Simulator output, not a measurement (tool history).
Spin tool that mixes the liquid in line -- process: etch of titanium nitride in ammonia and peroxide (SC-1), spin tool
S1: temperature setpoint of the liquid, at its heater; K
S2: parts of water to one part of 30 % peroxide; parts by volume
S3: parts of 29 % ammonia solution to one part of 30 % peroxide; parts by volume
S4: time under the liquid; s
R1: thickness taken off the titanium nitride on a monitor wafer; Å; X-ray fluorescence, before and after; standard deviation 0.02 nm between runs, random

run,hour,S1,S2,S3,S4,R1
1,0,319.15,12,0.8,60,50.103
2,5.9,319.15,12,1,60,51.909
3,8.5,318.15,13,1,60,47.035
4,10.2,317.65,14,1,60,43.988
5,10.8,324.65,14,1,60,70.047
6,12,323.15,14.5,1,60,63.074

Run 7 has not been measured yet. What should we expect?
7,16.3,315.15,19.5,0.7,50,?

For run 7 the tool returned R1 23.541 Å.
